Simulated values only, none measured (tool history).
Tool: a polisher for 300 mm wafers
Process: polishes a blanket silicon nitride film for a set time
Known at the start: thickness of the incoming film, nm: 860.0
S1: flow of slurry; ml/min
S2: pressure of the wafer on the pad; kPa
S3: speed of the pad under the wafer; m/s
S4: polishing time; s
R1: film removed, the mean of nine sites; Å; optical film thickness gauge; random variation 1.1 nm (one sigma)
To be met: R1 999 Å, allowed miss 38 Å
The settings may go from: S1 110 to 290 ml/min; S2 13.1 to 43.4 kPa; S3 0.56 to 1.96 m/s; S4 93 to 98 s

run  hour   S1    S2    S3  S4      R1
  1     0  185  28.3  1.26  93  1982.8
  2   2.6  185  28.3  1.26  93  1997.5
  3   3.2  185  32.4  1.26  93  2198.1
  4   5.7  150  32.4  1.26  93  2168.8
  5  12.7  150  32.4  1.08  93  1921.2
  6  16.7  150  29.6  1.06  93  1762.2
  7  22.4  150  26.9  1.04  93  1602.8
  8  30.9  150  24.8  1.02  93  1484.4
  9    36  150  22.8     1  93  1326.9
 10  40.8  150  21.4     1  93  1262.4
 11  42.7  150  20.7     1  93  1252.4
       44  -- head pressure recalibrated
 12    44  150    20     1  93  1186.5
 13  47.8  150  19.3     1  93  1157.7

Which of these 4 next moves meets every target?
  A  51.6  185  24.1  1.12  93   ?
  B  51.6  180  22.8  0.86  93   ?
  C  51.6  150  17.2  0.94  93   ?
  D  51.6  160  20.7  0.94  97   ?

move      R1
   A  1552.2
   B  1196.8
   C  1022.4
   D  1228.8
A: further off than the last run
B: further off than the last run
C: meets every target
D: further off than the last run
Move C is the one to make.
